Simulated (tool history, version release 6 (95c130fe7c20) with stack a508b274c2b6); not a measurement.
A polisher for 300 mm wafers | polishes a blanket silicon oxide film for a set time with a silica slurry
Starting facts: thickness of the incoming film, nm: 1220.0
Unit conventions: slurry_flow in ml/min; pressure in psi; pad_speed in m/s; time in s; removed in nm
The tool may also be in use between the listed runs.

run,hour,slurry_flow,pressure,pad_speed,slurry_solids,time,removed
1,0,320,3.8,1.2,1,27,99.618
2,6.8,320,3.8,1.08,1,27,90.486
3,11.1,320,3.8,1.36,1,27,107.13
4,15.2,380,3.8,1.36,1,27,109.04
5,17.6,380,4.3,1.36,1,27,124.67
6,22.2,380,4.3,1.36,0.8,27,107.74
7,23.9,380,4.8,1.36,0.8,27,120.33

For run 8, what comes out?
8,28.6,380,5.2,1.38,0.8,27,?

Run 8 came out at removed 132.37 nm.

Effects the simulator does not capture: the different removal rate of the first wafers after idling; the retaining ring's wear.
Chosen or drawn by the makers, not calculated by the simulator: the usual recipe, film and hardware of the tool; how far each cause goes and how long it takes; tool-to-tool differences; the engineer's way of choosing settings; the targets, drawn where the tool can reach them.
